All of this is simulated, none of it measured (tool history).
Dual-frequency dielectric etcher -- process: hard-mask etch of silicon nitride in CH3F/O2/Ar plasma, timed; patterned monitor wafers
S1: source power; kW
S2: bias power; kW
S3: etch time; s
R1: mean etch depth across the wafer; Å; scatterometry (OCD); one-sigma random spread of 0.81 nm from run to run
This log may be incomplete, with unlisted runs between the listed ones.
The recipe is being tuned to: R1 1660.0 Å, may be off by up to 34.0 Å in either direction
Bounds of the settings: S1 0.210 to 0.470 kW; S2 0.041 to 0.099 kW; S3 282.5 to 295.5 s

run,hour,S1,S2,S3,R1
1,0.0,0.340,0.070,282.5,1796.1
2,3.7,0.340,0.078,282.5,1860.1
3,7.8,0.340,0.078,295.5,1953.2
4,12.9,0.290,0.078,295.5,1846.1
5,18.5,0.330,0.078,295.5,1936.7
6,22.8,0.320,0.077,295.5,1897.9
7,31.6,0.310,0.076,295.5,1877.6
8,39.8,0.300,0.075,295.5,1821.9
9,43.9,0.290,0.075,295.5,1827.9
10,45.5,0.280,0.074,295.5,1782.6

Exercise: of the 4 proposed moves below, exactly one satisfies all targets within the stated allowed misses. Which move is it?
A,47.1,0.320,0.092,282.5,?
B,47.1,0.330,0.086,283.0,?
C,47.1,0.290,0.074,295.5,?
D,47.1,0.240,0.070,295.5,?

move,R1
A,1914.8
B,1894.7
C,1803.7
D,1664.5
A: the biggest miss grows against the last run
B: the biggest miss grows against the last run
C: the biggest miss grows against the last run
D: in spec on every target
D is the move that brings every result within its allowed miss.
